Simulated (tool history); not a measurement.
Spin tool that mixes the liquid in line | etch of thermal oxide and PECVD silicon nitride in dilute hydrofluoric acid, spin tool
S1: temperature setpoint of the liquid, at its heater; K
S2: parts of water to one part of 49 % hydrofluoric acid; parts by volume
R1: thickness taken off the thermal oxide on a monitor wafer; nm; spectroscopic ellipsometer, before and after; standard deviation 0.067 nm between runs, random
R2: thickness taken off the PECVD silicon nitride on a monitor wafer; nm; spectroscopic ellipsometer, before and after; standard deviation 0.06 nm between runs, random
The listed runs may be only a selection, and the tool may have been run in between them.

run 1 day=0 | S1=295.15 S2=155 time_under_the_liquid_(s)=180 | R1=5.4847 R2=4.5526
run 2 day=0.221 | S1=292.65 S2=155 time_under_the_liquid_(s)=180 | R1=5.0318 R2=3.8225
run 3 day=0.396 | S1=292.65 S2=180 time_under_the_liquid_(s)=180 | R1=4.2053 R2=3.3464
run 4 day=0.667 | S1=294.15 S2=180 time_under_the_liquid_(s)=180 | R1=4.4784 R2=3.6133
run 5 day=0.938 | S1=295.15 S2=160 time_under_the_liquid_(s)=180 | R1=5.3499 R2=4.3702
run 6 day=1.129 | S1=295.65 S2=150 time_under_the_liquid_(s)=175 | R1=5.663 R2=4.6297
run 7 day=1.162 | S1=296.15 S2=140 time_under_the_liquid_(s)=170 | R1=6.0727 R2=5.017

Forecast run 8:
run 8 day=1.262 | S1=297.65 S2=105 time_under_the_liquid_(s)=160 | R1=? R2=?

R1: 8.5025 nm
R2: 6.8757 nm
